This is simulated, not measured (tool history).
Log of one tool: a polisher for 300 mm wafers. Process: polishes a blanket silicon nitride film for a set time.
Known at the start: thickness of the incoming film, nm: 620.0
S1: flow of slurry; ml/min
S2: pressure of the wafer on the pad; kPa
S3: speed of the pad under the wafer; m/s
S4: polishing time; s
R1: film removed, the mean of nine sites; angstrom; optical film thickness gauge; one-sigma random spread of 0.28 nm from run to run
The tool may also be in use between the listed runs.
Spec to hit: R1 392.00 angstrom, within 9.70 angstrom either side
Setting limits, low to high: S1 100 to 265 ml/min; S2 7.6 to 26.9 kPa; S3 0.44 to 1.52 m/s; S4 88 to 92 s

run  hour   S1    S2    S3  S4       R1
  1   0.0  170  17.2  0.98  88  1043.00
  2   3.4  170  17.2  0.98  92  1105.00
  3  10.4  165  15.2  0.86  92   877.25
  4  18.3  130  15.2  0.86  92   840.32
  5  21.0  150  15.2  0.86  92   856.35
  6  24.6  145  13.1  0.78  92   684.00
  7  33.6  145  13.1  0.78  92   691.43
  8  37.4  145  13.1  0.78  92   685.94
  9  39.4  140  11.7  0.74  92   589.78
 10  48.4  135  11.0  0.72  92   533.75
 11  54.8  135  11.0  0.72  92   538.04
 12  62.4  130  10.3  0.72  92   501.89
 13  63.9  125   9.7  0.72  92   467.38
     65.0  -- worn pad replaced by a new one
 14  65.0  125   9.7  0.72  92   495.26

Below are 4 possible settings for the next run. Only one of them brings all results inside the allowed miss of their targets. Which is it?
  A  66.1  115  7.6  0.70  88   ?
  B  66.1  100  9.0  0.62  92   ?
  C  66.1  120  7.6  0.68  89   ?
  D  66.1  130  8.3  0.64  88   ?

move      R1
   A  364.63
   B  390.11
   C  364.00
   D  378.74
A: takes the biggest miss from the last run beyond its target
B: all results land within tolerance of their targets
C: takes the biggest miss from the last run beyond its target
D: takes the biggest miss from the last run beyond its target
Go with B: it meets all targets.
